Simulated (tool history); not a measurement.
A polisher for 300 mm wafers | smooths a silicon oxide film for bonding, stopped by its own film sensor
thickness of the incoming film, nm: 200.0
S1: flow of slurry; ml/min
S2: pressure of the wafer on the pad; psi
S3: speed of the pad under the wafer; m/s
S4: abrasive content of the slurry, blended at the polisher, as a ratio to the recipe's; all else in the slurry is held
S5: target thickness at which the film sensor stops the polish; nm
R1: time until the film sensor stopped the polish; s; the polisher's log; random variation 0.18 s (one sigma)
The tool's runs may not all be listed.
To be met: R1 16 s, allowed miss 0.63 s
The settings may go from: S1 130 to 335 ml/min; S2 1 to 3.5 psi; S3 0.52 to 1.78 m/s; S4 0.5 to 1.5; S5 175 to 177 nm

run	hour	S1	S2	S3	S4	S5	R1
1	0	215	2.2	1.14	1	175	23.757
2	6.1	215	2.3	1.14	1	175	23.144
3	11.9	215	2.3	1	1	175	25.613
4	18.2	215	2.4	1	1	175	24.662
5	20.7	215	2.5	1	1	175	23.453
# hour 24.5: head pressure recalibrated
6	24.5	165	2.5	1	1	175	26.847
7	31.6	180	2.5	1	1	175	26.57
8	39.8	195	2.5	1	1	175	25.372
9	48.6	210	2.6	1	1	175	24.072

4 next moves are on the table. One of them brings every result within its allowed miss. Which?
A	57.4	130	2.9	1.44	1.15	177	?
B	57.4	245	2.8	1.62	1.1	175	?
C	57.4	205	2.6	1.26	1.05	177	?
D	57.4	245	3.2	1.24	1.1	177	?

move	R1
A	15.718
B	14.649
C	18.369
D	14.717
A: meets every target
B: takes the result that was furthest off past its target
C: nearer than the last run, and not there yet
D: takes the result that was furthest off past its target
The right move is A.
